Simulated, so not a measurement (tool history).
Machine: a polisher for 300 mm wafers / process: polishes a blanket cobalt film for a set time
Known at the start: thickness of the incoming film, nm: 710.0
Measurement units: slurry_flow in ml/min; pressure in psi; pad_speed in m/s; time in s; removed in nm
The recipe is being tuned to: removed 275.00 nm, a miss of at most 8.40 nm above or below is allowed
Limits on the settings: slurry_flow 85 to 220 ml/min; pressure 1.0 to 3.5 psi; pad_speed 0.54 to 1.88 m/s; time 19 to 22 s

run  hour  slurry_flow  pressure  pad_speed  time  removed
  1   0.0          140       2.2       1.20    22   157.88
  2   6.1          140       2.2       1.20    19   138.18
  3  13.6          105       2.2       1.20    19   128.30
  4  20.4          130       2.5       1.20    19   147.93
  5  27.1          150       2.8       1.26    19   170.69
  6  34.7          160       3.0       1.36    19   197.74
  7  38.3          170       3.1       1.42    19   211.70
  8  42.8          170       3.2       1.48    19   225.29
  9  45.1          170       3.2       1.48    19   223.88
 10  45.6          170       3.3       1.54    19   236.73
 11  47.4          175       3.4       1.58    19   250.49
 12  54.5          175       3.4       1.60    19   252.89
 13  63.3          195       3.5       1.62    19   268.49

Pick the move, out of 5, that brings all results within their allowed miss; only one does.
  A  72.1          180       3.4       1.72    19        ?
  B  72.1          140       3.1       1.74    20        ?
  C  72.1          210       3.5       1.54    22        ?
  D  72.1          195       3.1       1.48    22        ?
  E  72.1          190       3.3       1.66    19        ?

move  removed
   A   271.41
   B   259.19
   C   294.30
   D   257.67
   E   258.86
A: every result lands within tolerance
B: the biggest miss grows against the last run
C: carries the result that was furthest off beyond its target, to the other side
D: the biggest miss grows against the last run
E: the biggest miss grows against the last run
The move that meets every target is A.
